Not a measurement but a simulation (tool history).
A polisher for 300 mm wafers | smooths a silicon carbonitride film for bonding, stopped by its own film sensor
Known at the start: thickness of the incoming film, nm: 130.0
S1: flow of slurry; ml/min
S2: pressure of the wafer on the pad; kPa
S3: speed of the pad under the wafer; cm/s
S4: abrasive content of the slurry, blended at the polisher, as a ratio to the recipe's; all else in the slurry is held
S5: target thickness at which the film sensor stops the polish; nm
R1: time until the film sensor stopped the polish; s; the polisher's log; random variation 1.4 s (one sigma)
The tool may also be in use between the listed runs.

run 1 hour=0.0 | S1=160 S2=17.9 S3=114 S4=1.0 S5=109 | R1=63.442
run 2 hour=3.8 | S1=160 S2=17.9 S3=88 S4=1.0 S5=109 | R1=80.565
run 3 hour=8.2 | S1=160 S2=22.1 S3=88 S4=1.0 S5=109 | R1=66.480
run 4 hour=15.3 | S1=160 S2=22.1 S3=98 S4=1.0 S5=109 | R1=60.886
run 5 hour=18.2 | S1=160 S2=22.1 S3=98 S4=1.0 S5=109 | R1=60.526
run 6 hour=20.6 | S1=160 S2=20.7 S3=98 S4=1.0 S5=109 | R1=64.914
run 7 hour=26.8 | S1=160 S2=20.0 S3=98 S4=1.0 S5=109 | R1=66.535
run 8 hour=29.4 | S1=160 S2=20.0 S3=98 S4=1.0 S5=109 | R1=65.085
run 9 hour=31.1 | S1=160 S2=19.3 S3=98 S4=1.0 S5=109 | R1=67.990
run 10 hour=33.3 | S1=160 S2=18.6 S3=98 S4=1.0 S5=109 | R1=70.540

Forecast run 11:
run 11 hour=38.6 | S1=160 S2=17.9 S3=98 S4=1.0 S5=109 | R1=?

R1: 71.826 s
